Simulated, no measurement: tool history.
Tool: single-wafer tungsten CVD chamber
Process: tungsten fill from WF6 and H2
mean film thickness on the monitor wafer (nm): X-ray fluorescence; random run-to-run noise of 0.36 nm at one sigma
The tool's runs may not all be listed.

| run | day | heater temperature setpoint (deg C) | chamber pressure (Pa) | deposition time (s) | mean film thickness on the monitor wafer (nm) |
|---|---|---|---|---|---|
| 1 | 0.000 | 380 | 6359 | 23.0 | 57.919 |
| 2 | 0.304 | 380 | 6359 | 21.8 | 54.863 |
| 3 | 0.438 | 380 | 5466 | 21.8 | 50.577 |
| 4 | 0.638 | 380 | 5466 | 21.8 | 50.926 |
| 5 | 0.875 | 383 | 5613 | 21.8 | 54.174 |
| 6 | 1.150 | 390 | 5613 | 21.8 | 60.918 |
| 7 | 1.367 | 391 | 5840 | 21.8 | 63.565 |
| 8 | 1.729 | 392 | 6026 | 21.8 | 66.225 |
| 9 | 1.829 | 393 | 6173 | 21.8 | 67.958 |
| 10 | 2.200 | 404 | 7439 | 22.1 | 90.123 |
| 11 | 2.404 | 404 | 7493 | 22.1 | 91.512 |
| 12 | 2.754 | 404 | 7519 | 22.1 | 91.135 |
| 13 | 3.008 | 404 | 7559 | 22.1 | 91.391 |

Predict the results of run 14:
| 14 | 3.092 | 404 | 7586 | 22.1 | ? |

mean film thickness on the monitor wafer (nm): 91.111

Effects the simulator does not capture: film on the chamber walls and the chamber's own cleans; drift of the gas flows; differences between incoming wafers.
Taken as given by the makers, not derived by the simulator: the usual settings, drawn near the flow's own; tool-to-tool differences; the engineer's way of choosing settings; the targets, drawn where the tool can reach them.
